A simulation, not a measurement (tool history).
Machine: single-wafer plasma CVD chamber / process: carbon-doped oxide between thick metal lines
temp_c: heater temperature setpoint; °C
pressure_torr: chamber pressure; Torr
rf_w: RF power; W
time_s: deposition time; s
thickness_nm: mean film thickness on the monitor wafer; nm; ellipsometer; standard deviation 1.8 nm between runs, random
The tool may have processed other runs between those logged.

run,hour,temp_c,pressure_torr,rf_w,time_s,thickness_nm
1,0,360,5.32,640,96,564.74
2,3,358,5.54,645,96,574.11
3,7.2,358,5.54,555,96,519.34
4,14.1,354,5.54,555,96,522.96
5,20.5,353,5.82,575,96,535.24
6,23.6,353,5.82,575,91,510.25
7,32.1,353,5.83,605,91,531.12
8,40,353,5.93,625,91,543.99
9,47.1,353,6.05,640,91,553.44

Run 10 is up next; what results do you expect?
10,54.8,353,6.15,655,91,?

{"run 10": {"thickness_nm": 559.38}}
